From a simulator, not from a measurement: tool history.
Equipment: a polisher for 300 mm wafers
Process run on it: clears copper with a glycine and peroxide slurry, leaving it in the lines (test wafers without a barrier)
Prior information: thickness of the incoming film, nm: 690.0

run	hour	flow of slurry (ml/min)	pressure of the wafer on the pad (kPa)	speed of the pad under the wafer (m/s)	overpolish time after the end point (s)	time until the end point was called (s)	dishing of a wide line in a test structure (nm)
1	0	300	14.5	0.98	10	170.13	28.482
2	6.3	300	14.5	0.98	14	170.23	38.842
3	8	350	14.5	0.98	14	168.55	38.69
4	8.9	350	13.8	0.98	14	177.25	38.586
5	10.6	350	13.8	1.08	14	160.77	39.813
6	14.8	350	13.8	1.28	14	149.27	42.34
7	23.5	350	13.1	1.26	14	155.37	41.204
8	25.1	350	12.4	1.26	14	164.46	40.18

Estimate the outcome of run 9 from the log above:
9	31.8	350	11.7	1.26	14	?	?

Run 9 came out at time until the end point was called (s) 166.73, dishing of a wide line in a test structure (nm) 39.177.
